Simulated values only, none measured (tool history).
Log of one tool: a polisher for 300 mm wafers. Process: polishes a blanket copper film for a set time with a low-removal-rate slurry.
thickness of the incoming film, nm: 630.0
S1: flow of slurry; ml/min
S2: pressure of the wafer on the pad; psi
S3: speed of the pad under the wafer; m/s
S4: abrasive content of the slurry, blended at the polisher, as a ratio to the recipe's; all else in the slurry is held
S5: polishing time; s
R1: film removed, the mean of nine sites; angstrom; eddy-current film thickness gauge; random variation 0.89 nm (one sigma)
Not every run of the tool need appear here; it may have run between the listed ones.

run  hour   S1   S2    S3  S4  S5      R1
  1     0  285  2.8  1.38   1  30  1196.8
  2   6.8  285  3.2  1.38   1  30  1362.7
  3  14.3  285  3.2  1.38   1  26    1177
  4  19.7  285  3.2  1.38   1  30  1349.1
  5  23.5  285    3  1.38   1  30    1298
  6  30.2  285  2.8  1.38   1  30  1199.9

Run 7 comes next. What will it give?
  7  38.2  285  2.7  1.38   1  30   ?

{"run 7": {"R1": 1138.8}}

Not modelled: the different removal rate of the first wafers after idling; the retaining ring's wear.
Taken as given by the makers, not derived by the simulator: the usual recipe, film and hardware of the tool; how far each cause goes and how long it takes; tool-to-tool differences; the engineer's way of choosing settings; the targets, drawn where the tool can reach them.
